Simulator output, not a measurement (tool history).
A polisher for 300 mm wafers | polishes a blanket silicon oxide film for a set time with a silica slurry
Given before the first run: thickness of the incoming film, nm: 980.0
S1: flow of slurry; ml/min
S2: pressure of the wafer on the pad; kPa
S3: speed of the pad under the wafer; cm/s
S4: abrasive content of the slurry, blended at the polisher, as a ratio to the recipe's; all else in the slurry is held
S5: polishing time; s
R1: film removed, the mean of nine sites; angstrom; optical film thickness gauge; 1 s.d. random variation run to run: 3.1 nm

| run | hour | S1 | S2 | S3 | S4 | S5 | R1 |
|---|---|---|---|---|---|---|---|
| 1 | 0 | 250 | 19.3 | 126 | 1 | 47 | 991.31 |
| 2 | 5.7 | 250 | 22.1 | 134 | 1 | 47 | 1235.9 |
| 3 | 10.5 | 250 | 24.1 | 136 | 1 | 47 | 1341.3 |
| 4 | 11.2 | 250 | 25.5 | 142 | 1 | 47 | 1446.1 |
| 5 | 15.7 | 250 | 29.6 | 142 | 1 | 47 | 1656.6 |
| 6 | 23.4 | 250 | 29.6 | 142 | 1 | 50 | 1771.7 |

Run 7, settings as shown, results not yet in. Your forecast:
| 7 | 30.2 | 250 | 29.6 | 146 | 1 | 50 | ? |

{"run 7": {"R1": 1830.8}}

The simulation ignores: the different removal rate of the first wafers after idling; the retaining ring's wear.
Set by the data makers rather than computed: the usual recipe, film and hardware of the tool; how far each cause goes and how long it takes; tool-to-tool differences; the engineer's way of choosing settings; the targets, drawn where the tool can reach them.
